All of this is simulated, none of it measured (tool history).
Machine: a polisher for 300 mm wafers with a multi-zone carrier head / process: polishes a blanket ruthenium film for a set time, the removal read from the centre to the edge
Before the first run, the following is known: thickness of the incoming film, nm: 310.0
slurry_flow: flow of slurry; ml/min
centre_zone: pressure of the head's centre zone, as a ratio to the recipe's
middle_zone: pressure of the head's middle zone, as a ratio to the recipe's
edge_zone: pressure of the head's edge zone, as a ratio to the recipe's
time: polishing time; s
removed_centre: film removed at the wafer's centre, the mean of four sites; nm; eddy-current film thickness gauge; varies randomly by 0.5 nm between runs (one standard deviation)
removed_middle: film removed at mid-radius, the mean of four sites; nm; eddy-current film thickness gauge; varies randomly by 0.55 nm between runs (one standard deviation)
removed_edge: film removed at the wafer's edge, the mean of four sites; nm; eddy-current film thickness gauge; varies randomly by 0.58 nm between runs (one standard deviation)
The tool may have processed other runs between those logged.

{"run": 1, "hour": 0.0, "slurry_flow": 280, "centre_zone": 1.0, "middle_zone": 1.0, "edge_zone": 1.0, "time": 46, "removed_centre": 76.73, "removed_middle": 77.08, "removed_edge": 78.689}
{"run": 2, "hour": 6.3, "slurry_flow": 280, "centre_zone": 1.0, "middle_zone": 1.0, "edge_zone": 0.93, "time": 46, "removed_centre": 77.956, "removed_middle": 77.353, "removed_edge": 78.115}
{"run": 3, "hour": 13.8, "slurry_flow": 280, "centre_zone": 1.0, "middle_zone": 1.09, "edge_zone": 0.93, "time": 46, "removed_centre": 77.387, "removed_middle": 82.369, "removed_edge": 78.135}
{"run": 4, "hour": 18.7, "slurry_flow": 280, "centre_zone": 1.03, "middle_zone": 1.09, "edge_zone": 0.93, "time": 46, "removed_centre": 80.693, "removed_middle": 81.793, "removed_edge": 76.059}
{"run": 5, "hour": 24.2, "slurry_flow": 220, "centre_zone": 1.03, "middle_zone": 1.09, "edge_zone": 0.93, "time": 46, "removed_centre": 76.033, "removed_middle": 79.752, "removed_edge": 74.803}
{"run": 6, "hour": 25.2, "slurry_flow": 170, "centre_zone": 1.03, "middle_zone": 1.09, "edge_zone": 0.93, "time": 46, "removed_centre": 72.836, "removed_middle": 75.391, "removed_edge": 72.784}
{"run": 7, "hour": 29.8, "slurry_flow": 175, "centre_zone": 1.0, "middle_zone": 1.1, "edge_zone": 0.92, "time": 45, "removed_centre": 70.097, "removed_middle": 75.801, "removed_edge": 70.753}
{"run": 8, "hour": 32.4, "slurry_flow": 175, "centre_zone": 0.97, "middle_zone": 1.1, "edge_zone": 0.92, "time": 45, "removed_centre": 67.412, "removed_middle": 74.884, "removed_edge": 71.643}
{"run": 9, "hour": 33.7, "slurry_flow": 175, "centre_zone": 0.95, "middle_zone": 1.11, "edge_zone": 0.91, "time": 45, "removed_centre": 66.38, "removed_middle": 75.646, "removed_edge": 70.532}

Estimate the outcome of run 10 from the log above:
{"run": 10, "hour": 35.0, "slurry_flow": 175, "centre_zone": 0.93, "middle_zone": 1.11, "edge_zone": 0.91, "time": 45, "removed_centre": "?", "removed_middle": "?", "removed_edge": "?"}

{"run 10": {"removed_centre": 64.565, "removed_middle": 75.193, "removed_edge": 71.938}}

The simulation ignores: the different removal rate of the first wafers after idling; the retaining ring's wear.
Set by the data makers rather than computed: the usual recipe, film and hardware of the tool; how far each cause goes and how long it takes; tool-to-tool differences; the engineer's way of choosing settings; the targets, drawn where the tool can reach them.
